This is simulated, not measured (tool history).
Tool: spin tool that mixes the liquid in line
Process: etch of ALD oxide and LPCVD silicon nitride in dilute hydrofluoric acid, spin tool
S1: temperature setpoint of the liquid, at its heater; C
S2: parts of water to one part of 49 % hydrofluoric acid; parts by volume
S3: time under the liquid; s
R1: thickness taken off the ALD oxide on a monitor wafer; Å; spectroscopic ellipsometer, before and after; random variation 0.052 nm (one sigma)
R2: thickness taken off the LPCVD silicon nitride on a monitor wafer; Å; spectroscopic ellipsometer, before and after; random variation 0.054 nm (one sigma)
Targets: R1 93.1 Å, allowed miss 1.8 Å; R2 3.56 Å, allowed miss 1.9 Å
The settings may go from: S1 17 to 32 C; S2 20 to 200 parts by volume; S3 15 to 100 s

{"run": 1, "day": 0.0, "S1": 24, "S2": 110, "S3": 50, "R1": 58.624, "R2": 2.4083}
{"run": 2, "day": 0.096, "S1": 26, "S2": 105, "S3": 50, "R1": 65.842, "R2": 2.4308}
{"run": 3, "day": 0.35, "S1": 27.5, "S2": 100, "S3": 50, "R1": 73.693, "R2": 4.0143}
{"run": 4, "day": 0.5, "S1": 28, "S2": 95, "S3": 50, "R1": 80.191, "R2": 3.0047}
{"run": 5, "day": 0.558, "S1": 28, "S2": 125, "S3": 50, "R1": 57.925, "R2": 2.032}
{"run": 6, "day": 0.921, "S1": 28, "S2": 125, "S3": 60, "R1": 70.224, "R2": 3.8383}
{"run": 7, "day": 1.283, "S1": 29, "S2": 120, "S3": 60, "R1": 76.536, "R2": 3.2609}
{"run": 8, "day": 1.442, "S1": 30, "S2": 120, "S3": 60, "R1": 79.686, "R2": 3.0805}
{"run": 9, "day": 1.533, "S1": 30.5, "S2": 120, "S3": 60, "R1": 80.988, "R2": 4.8441}
{"run": 10, "day": 1.792, "S1": 30.5, "S2": 115, "S3": 60, "R1": 84.964, "R2": 3.6242}

4 next moves are on the table. One of them brings every result within its allowed miss. Which?
{"run": "A", "day": 2.05, "S1": 32, "S2": 95, "S3": 50, "R1": "?", "R2": "?"}
{"run": "B", "day": 2.05, "S1": 29.5, "S2": 140, "S3": 70, "R1": "?", "R2": "?"}
{"run": "C", "day": 2.05, "S1": 29.5, "S2": 150, "S3": 75, "R1": "?", "R2": "?"}
{"run": "D", "day": 2.05, "S1": 26, "S2": 155, "S3": 95, "R1": "?", "R2": "?"}

move=A R1=93.584 R2=4.3909
move=B R1=76.163 R2=3.5581
move=C R1=75.176 R2=3.5552
move=D R1=80.535 R2=3.5029
A: meets every target
B: further off than the last run
C: further off than the last run
D: further off than the last run
Answer: A
